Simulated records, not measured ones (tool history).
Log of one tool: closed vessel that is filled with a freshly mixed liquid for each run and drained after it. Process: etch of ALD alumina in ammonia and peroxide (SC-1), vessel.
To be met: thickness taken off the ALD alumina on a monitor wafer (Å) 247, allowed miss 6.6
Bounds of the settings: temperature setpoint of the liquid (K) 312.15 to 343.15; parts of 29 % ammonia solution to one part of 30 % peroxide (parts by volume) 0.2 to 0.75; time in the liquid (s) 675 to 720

run  hour  temperature setpoint of the liquid (K)  parts of 29 % ammonia solution to one part of 30 % peroxide (parts by volume)  time in the liquid (s)  thickness taken off the ALD alumina on a monitor wafer (Å)
  1     0                                  328.15                                                                           0.45                     675                                                      484.69
  2   7.2                                  331.15                                                                           0.45                     675                                                      571.56
  3  14.2                                  329.15                                                                           0.45                     675                                                      516.85
  4  20.2                                  329.15                                                                           0.45                     675                                                      512.31
  5  25.1                                  329.15                                                                           0.45                     720                                                      547.75
  6  33.9                                  327.15                                                                           0.45                     720                                                       493.2
  7  38.2                                  325.65                                                                           0.45                     720                                                      449.17
  8  40.2                                  324.15                                                                           0.45                     720                                                      417.68

5 next moves are on the table. One of them brings every result within its allowed miss. Which?
  A  42.2                                  315.15                                                                           0.35                     675                                                           ?
  B  42.2                                  315.15                                                                           0.45                     675                                                           ?
  C  42.2                                  316.15                                                                            0.4                     675                                                           ?
  D  42.2                                  315.15                                                                            0.4                     675                                                           ?
  E  42.2                                  314.15                                                                            0.4                     720                                                           ?

move  thickness taken off the ALD alumina on a monitor wafer (Å)
   A                                                      229.71
   B                                                       235.3
   C                                                      246.56
   D                                                      232.66
   E                                                      234.09
A: takes the result that was furthest off past its target
B: takes the result that was furthest off past its target
C: meets every target
D: takes the result that was furthest off past its target
E: takes the result that was furthest off past its target
Move C is the one to make.

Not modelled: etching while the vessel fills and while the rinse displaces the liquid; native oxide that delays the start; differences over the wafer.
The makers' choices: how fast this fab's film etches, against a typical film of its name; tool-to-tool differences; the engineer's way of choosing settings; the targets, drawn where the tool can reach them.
